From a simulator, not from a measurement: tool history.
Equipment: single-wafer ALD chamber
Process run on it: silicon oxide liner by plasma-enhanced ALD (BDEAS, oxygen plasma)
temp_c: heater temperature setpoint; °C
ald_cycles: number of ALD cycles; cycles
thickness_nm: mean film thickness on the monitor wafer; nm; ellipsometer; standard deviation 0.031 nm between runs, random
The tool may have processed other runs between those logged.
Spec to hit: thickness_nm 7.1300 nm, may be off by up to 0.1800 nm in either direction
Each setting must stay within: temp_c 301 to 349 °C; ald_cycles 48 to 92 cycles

run  hour  temp_c  ald_cycles  thickness_nm
  1   0.0     325          70        5.6542
  2   2.7     325          72        5.8433
  3   5.8     325          74        6.0431
  4   7.1     325          75        6.0921
  5   8.9     325          67        5.4381
  6  12.0     335          67        5.3867
  7  19.4     335          69        5.5820
  8  25.5     335          71        5.7270
     29.9  -- thermocouple changed; heater temperature recalibrated
  9  29.9     335          73        5.8905
 10  38.5     335          75        6.0608
 11  44.9     335          75        6.0737
 12  46.2     335          75        6.0849
 13  52.9     335          76        6.1967
 14  61.2     335          77        6.1877
 15  63.5     335          78        6.2826
 16  69.5     335          79        6.3592
 17  70.1     335          79        6.3397
 18  77.4     335          80        6.4786
 19  78.1     335          81        6.5148
 20  82.6     335          81        6.5561

Which single option among these 5 for the next run brings every result within its allowed miss of target? Just one does.
  A  87.1     328          69             ?
  B  87.1     342          74             ?
  C  87.1     345          82             ?
  D  87.1     332          76             ?
  E  87.1     335          88             ?

move  thickness_nm
   A        5.5920
   B        5.8898
   C        6.5010
   D        6.1278
   E        7.0680
A: misses by more than the last run did
B: misses by more than the last run did
C: misses by more than the last run did
D: misses by more than the last run did
E: every result within its allowed miss
E is the move that brings every result within its allowed miss.
